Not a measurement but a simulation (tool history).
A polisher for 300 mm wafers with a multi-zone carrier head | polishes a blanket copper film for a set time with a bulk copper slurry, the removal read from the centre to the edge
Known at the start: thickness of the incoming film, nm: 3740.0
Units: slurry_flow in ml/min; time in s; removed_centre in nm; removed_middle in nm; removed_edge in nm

run  hour  slurry_flow  centre_zone  middle_zone  edge_zone  slurry_solids  time  removed_centre  removed_middle  removed_edge
  1   0.0          280         1.00         1.00       1.00            1.0    85          766.75          752.50        760.96
  2   1.6          270         0.94         0.99       0.96            0.9    85          715.22          714.81        745.15
  3   5.4          270         0.91         1.02       0.94            0.8    83          665.50          707.55        696.92
  4   9.1          270         0.91         1.02       0.94            0.8    98          773.37          835.82        819.66
  5  10.5          230         0.91         1.02       0.94            0.8    98          752.52          823.50        802.33
  6  15.2          230         0.91         1.02       0.88            0.8    98          763.96          825.07        782.30

Run 7 comes next. What will it give?
  7  22.5          215         0.88         1.01       0.88            0.7    96               ?               ?             ?

{"run 7": {"removed_centre": 714.82, "removed_middle": 770.28, "removed_edge": 753.36}}
